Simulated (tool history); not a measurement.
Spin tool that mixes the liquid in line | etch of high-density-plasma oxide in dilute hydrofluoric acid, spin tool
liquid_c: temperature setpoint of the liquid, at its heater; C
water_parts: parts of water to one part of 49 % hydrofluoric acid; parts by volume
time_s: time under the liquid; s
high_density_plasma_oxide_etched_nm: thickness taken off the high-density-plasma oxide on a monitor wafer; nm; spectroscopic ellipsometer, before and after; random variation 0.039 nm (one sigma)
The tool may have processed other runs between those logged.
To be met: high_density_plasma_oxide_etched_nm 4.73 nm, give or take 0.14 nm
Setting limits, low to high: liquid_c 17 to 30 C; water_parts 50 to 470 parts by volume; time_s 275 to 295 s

run	hour	liquid_c	water_parts	time_s	high_density_plasma_oxide_etched_nm
1	0	22	260	275	6.6088
2	2.3	21	270	275	5.9618
3	11.3	20	275	275	5.6365
4	15.5	19.5	280	275	5.3668
5	21.6	19.5	195	275	8.313
6	26.1	19.5	195	295	8.9287
7	30.2	19	220	295	7.5135
8	37	18.5	235	295	6.8577
9	37.8	18	250	295	6.205
10	45.6	18	260	295	5.9824
11	52.6	18	270	295	5.7226
12	54.3	18	275	295	5.611
13	62.2	18	280	295	5.4515
14	64.4	18	285	295	5.2762

Of the 5 settings listed for the next run, only one would bring every result within its allowed miss of target. Which one?
A	66.6	20.5	340	275	?
B	66.6	18.5	315	275	?
C	66.6	18.5	280	295	?
D	66.6	18	310	275	?
E	66.6	19	305	275	?

move	high_density_plasma_oxide_etched_nm
A	4.3314
B	4.4434
C	5.5274
D	4.4511
E	4.715
A: the result that was furthest off in the last run now lies on the other side of its target
B: the result that was furthest off in the last run now lies on the other side of its target
C: its largest miss is bigger than the last run's
D: the result that was furthest off in the last run now lies on the other side of its target
E: all results land within tolerance of their targets
Correct choice: E, which meets every target

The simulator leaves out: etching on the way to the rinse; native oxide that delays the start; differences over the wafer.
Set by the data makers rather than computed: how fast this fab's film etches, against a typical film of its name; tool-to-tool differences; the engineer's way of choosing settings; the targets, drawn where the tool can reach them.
